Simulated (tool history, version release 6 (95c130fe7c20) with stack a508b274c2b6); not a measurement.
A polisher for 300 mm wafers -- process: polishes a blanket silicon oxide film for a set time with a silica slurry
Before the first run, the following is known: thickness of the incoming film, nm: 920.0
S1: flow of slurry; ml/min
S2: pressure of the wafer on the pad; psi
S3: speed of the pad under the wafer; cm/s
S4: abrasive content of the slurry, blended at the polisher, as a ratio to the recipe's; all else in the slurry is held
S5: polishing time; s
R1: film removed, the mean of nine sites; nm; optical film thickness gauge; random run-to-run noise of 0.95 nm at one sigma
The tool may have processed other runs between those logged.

{"run": 1, "hour": 0.0, "S1": 280, "S2": 3.4, "S3": 150, "S4": 1.0, "S5": 35, "R1": 105.47}
{"run": 2, "hour": 8.8, "S1": 280, "S2": 3.3, "S3": 150, "S4": 1.0, "S5": 35, "R1": 100.21}
{"run": 3, "hour": 10.3, "S1": 280, "S2": 3.1, "S3": 150, "S4": 1.0, "S5": 35, "R1": 94.896}
{"run": 4, "hour": 17.4, "S1": 280, "S2": 3.0, "S3": 150, "S4": 1.0, "S5": 35, "R1": 91.843}
{"run": 5, "hour": 24.3, "S1": 280, "S2": 3.0, "S3": 150, "S4": 0.8, "S5": 35, "R1": 78.4}
{"run": 6, "hour": 27.8, "S1": 320, "S2": 3.0, "S3": 150, "S4": 0.8, "S5": 35, "R1": 81.945}

Run 7 comes next. What will it give?
{"run": 7, "hour": 35.7, "S1": 320, "S2": 3.0, "S3": 150, "S4": 0.8, "S5": 35, "R1": "?"}

{"run 7": {"R1": 81.761}}

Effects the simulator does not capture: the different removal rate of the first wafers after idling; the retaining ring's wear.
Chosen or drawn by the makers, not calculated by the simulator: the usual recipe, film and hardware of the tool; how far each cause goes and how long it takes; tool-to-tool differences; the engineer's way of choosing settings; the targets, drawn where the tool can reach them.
